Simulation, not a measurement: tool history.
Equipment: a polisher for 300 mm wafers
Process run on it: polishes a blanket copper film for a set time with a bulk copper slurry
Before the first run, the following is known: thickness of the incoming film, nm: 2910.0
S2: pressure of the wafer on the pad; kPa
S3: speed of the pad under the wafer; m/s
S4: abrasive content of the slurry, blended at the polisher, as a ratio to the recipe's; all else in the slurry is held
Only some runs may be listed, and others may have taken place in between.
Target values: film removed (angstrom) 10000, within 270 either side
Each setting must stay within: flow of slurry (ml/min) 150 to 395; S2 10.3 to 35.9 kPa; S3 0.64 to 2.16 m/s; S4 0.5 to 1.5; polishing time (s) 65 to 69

Run 1, hour 0: flow of slurry (ml/min) 250, S2 22.8 kPa, S3 1.4 m/s, S4 1, polishing time (s) 65. Result: film removed (angstrom) 7733.3.
Run 2, hour 5.6: flow of slurry (ml/min) 255, S2 24.1 kPa, S3 1.4 m/s, S4 1, polishing time (s) 65. Result: film removed (angstrom) 8188.
Run 3, hour 8.9: flow of slurry (ml/min) 255, S2 24.8 kPa, S3 1.4 m/s, S4 1, polishing time (s) 65. Result: film removed (angstrom) 8426.4.
Run 4, hour 14.7: flow of slurry (ml/min) 255, S2 24.8 kPa, S3 1.4 m/s, S4 1.2, polishing time (s) 65. Result: film removed (angstrom) 8713.7.
Run 5, hour 16.5: flow of slurry (ml/min) 255, S2 25.5 kPa, S3 1.4 m/s, S4 1.2, polishing time (s) 65. Result: film removed (angstrom) 9013.9.
Run 6, hour 21.7: flow of slurry (ml/min) 255, S2 31 kPa, S3 1.4 m/s, S4 1.2, polishing time (s) 65. Result: film removed (angstrom) 10888.
Run 7, hour 27.2: flow of slurry (ml/min) 250, S2 30.3 kPa, S3 1.4 m/s, S4 1.2, polishing time (s) 65. Result: film removed (angstrom) 10670.
Run 8, hour 34.1: flow of slurry (ml/min) 245, S2 29.6 kPa, S3 1.4 m/s, S4 1.2, polishing time (s) 65. Result: film removed (angstrom) 10241.
Run 9, hour 43: flow of slurry (ml/min) 240, S2 29.6 kPa, S3 1.4 m/s, S4 1.2, polishing time (s) 65. Result: film removed (angstrom) 10457.

Below are 4 possible settings for the next run. Only one of them brings all results inside the allowed miss of their targets. Which is it?
Run A, hour 51.9: flow of slurry (ml/min) 265, S2 30.3 kPa, S3 1.52 m/s, S4 1.3, polishing time (s) 65. Result: film removed (angstrom) ?.
Run B, hour 51.9: flow of slurry (ml/min) 270, S2 29.6 kPa, S3 1.4 m/s, S4 1.3, polishing time (s) 65. Result: film removed (angstrom) ?.
Run C, hour 51.9: flow of slurry (ml/min) 190, S2 29 kPa, S3 1.42 m/s, S4 1.2, polishing time (s) 65. Result: film removed (angstrom) ?.
Run D, hour 51.9: flow of slurry (ml/min) 230, S2 29 kPa, S3 1.48 m/s, S4 1.25, polishing time (s) 69. Result: film removed (angstrom) ?.

move  film removed (angstrom)
   A                    11763
   B                    10635
   C                    10030
   D                    11387
A: further off than the last run
B: further off than the last run
C: each result inside its tolerance
D: further off than the last run
Go with C: it meets all targets.
